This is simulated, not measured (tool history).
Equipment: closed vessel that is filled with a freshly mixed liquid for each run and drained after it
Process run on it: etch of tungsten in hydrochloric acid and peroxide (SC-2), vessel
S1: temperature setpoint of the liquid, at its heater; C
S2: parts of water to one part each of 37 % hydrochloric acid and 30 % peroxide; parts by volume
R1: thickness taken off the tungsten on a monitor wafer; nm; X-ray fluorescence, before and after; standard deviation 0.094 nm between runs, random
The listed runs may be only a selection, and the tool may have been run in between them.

Run 1, day 0: S1 52 C, S2 11 parts by volume, time in the liquid (s) 100. Result: R1 22.459 nm.
Run 2, day 0.258: S1 52 C, S2 11 parts by volume, time in the liquid (s) 110. Result: R1 24.785 nm.
Run 3, day 0.638: S1 52 C, S2 12.5 parts by volume, time in the liquid (s) 110. Result: R1 22.057 nm.
Run 4, day 0.883: S1 52 C, S2 9.5 parts by volume, time in the liquid (s) 110. Result: R1 27.95 nm.
Run 5, day 1.142: S1 52 C, S2 11.5 parts by volume, time in the liquid (s) 110. Result: R1 23.792 nm.
Run 6, day 1.442: S1 51.5 C, S2 11.5 parts by volume, time in the liquid (s) 110. Result: R1 23.124 nm.
Run 7, day 1.825: S1 51 C, S2 11.5 parts by volume, time in the liquid (s) 110. Result: R1 22.179 nm.

What will run 8 give?
Run 8, day 2.025: S1 50 C, S2 11.5 parts by volume, time in the liquid (s) 110. Result: R1 ?.

Run 8 measured R1 20.74 nm.
